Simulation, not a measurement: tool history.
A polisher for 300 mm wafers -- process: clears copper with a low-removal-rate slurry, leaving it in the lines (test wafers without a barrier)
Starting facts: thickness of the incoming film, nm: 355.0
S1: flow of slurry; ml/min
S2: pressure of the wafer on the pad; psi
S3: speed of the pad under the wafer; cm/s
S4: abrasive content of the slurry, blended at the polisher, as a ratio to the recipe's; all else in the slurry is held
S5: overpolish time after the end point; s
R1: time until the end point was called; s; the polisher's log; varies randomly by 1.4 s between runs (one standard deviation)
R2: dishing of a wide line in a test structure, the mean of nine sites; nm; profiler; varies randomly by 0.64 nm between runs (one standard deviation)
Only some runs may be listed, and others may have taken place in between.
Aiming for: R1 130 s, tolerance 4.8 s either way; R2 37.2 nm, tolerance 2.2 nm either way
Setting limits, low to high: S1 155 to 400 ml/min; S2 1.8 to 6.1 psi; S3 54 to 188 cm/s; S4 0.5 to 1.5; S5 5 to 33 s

run	day	S1	S2	S3	S4	S5	R1	R2
1	0	255	3.9	120	1	17	95.716	33.362
2	0.15	255	3.9	144	1	17	80.977	37.14
3	0.308	255	3.9	144	0.8	17	84.968	36.372
4	0.546	255	3.2	144	0.8	17	100.38	31.891
5	0.638	255	3	144	0.8	19	108.26	33.447
6	0.712	255	2.9	144	0.8	20	112.03	33.374
7	0.808	255	2.8	144	0.8	21	116.44	33.719
8	0.962	255	2.8	144	0.8	22	115.06	34.595
9	1.038	255	2.7	144	0.8	23	120.52	34.744
10	1.242	255	2.7	144	0.8	24	120.07	35.888
11	1.596	255	2.7	144	0.8	25	117.98	36.535
12	1.704	250	2.2	144	0.8	28	145.65	32.961
13	1.958	265	2.2	144	0.8	28	146.19	34.863
# day 2.008: head pressure recalibrated
14	2.008	265	2.3	144	0.8	28	123.69	37.44
15	2.117	260	2.3	144	0.8	28	123.41	39.376

Exactly one of the 5 candidate moves below puts every result within its allowed miss. Which one?
A	2.225	305	1.8	150	0.9	32	?	?
B	2.225	195	2.5	148	0.75	30	?	?
C	2.225	260	2.3	132	0.9	24	?	?
D	2.225	260	2.5	134	0.55	22	?	?
E	2.225	275	2	150	1	28	?	?

move	R1	R2
A	145.79	36.729
B	117.29	40.446
C	131.4	33.723
D	129.95	32.357
E	130.82	36.517
A: moves the result that the last run missed by most past its target, out the other side
B: moves away from the targets compared with the last run
C: gets the furthest-off result to its target, but another result is out of tolerance
D: gets the furthest-off result to its target, but another result is out of tolerance
E: hits every target within its allowed miss
The right move is E.

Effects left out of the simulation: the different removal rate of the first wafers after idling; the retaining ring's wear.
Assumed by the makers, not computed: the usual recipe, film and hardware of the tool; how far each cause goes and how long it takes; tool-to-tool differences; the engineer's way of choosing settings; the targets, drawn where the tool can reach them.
